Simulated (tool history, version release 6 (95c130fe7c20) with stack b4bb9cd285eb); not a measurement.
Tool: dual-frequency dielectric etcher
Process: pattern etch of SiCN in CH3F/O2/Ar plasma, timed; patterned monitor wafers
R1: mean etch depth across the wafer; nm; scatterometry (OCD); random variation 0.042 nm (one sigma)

{"run": 1, "day": 0.0, "source power (kW)": 0.53, "bias power (kW)": 0.067, "etch time (s)": 51, "R1": 20.247}
{"run": 2, "day": 0.142, "source power (kW)": 0.51, "bias power (kW)": 0.065, "etch time (s)": 51, "R1": 19.809}
{"run": 3, "day": 0.308, "source power (kW)": 0.51, "bias power (kW)": 0.057, "etch time (s)": 51, "R1": 18.945}
{"run": 4, "day": 0.588, "source power (kW)": 0.51, "bias power (kW)": 0.057, "etch time (s)": 46.5, "R1": 17.199}
{"run": 5, "day": 0.754, "source power (kW)": 0.55, "bias power (kW)": 0.057, "etch time (s)": 46.5, "R1": 17.665}
{"run": 6, "day": 1.1, "source power (kW)": 0.5, "bias power (kW)": 0.057, "etch time (s)": 46.5, "R1": 17.233}
{"run": 7, "day": 1.138, "source power (kW)": 0.49, "bias power (kW)": 0.057, "etch time (s)": 46.5, "R1": 17.089}
{"run": 8, "day": 1.292, "source power (kW)": 0.48, "bias power (kW)": 0.057, "etch time (s)": 46.5, "R1": 16.973}

The next listed run, before its measurement:
{"run": 9, "day": 1.533, "source power (kW)": 0.47, "bias power (kW)": 0.057, "etch time (s)": 46.5, "R1": "?"}

R1: 16.857 nm
